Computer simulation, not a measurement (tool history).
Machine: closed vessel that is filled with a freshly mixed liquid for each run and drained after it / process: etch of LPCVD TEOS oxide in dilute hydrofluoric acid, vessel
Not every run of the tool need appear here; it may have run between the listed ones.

| run | hour | temperature setpoint of the liquid (C) | parts of water to one part of 49 % hydrofluoric acid (parts by volume) | time in the liquid (s) | thickness taken off the LPCVD TEOS oxide on a monitor wafer (nm) |
|---|---|---|---|---|---|
| 1 | 0.0 | 24 | 215 | 205 | 16.067 |
| 2 | 8.1 | 25 | 190 | 205 | 19.390 |
| 3 | 11.3 | 25 | 190 | 225 | 21.166 |
| 4 | 19.2 | 25 | 190 | 205 | 19.413 |
| 5 | 20.3 | 25 | 235 | 205 | 14.853 |
| 6 | 23.4 | 26 | 205 | 205 | 18.184 |

Estimate the outcome of run 7 from the log above:
| 7 | 26.3 | 27 | 180 | 205 | ? |

{"run 7": {"thickness taken off the LPCVD TEOS oxide on a monitor wafer (nm)": 22.237}}
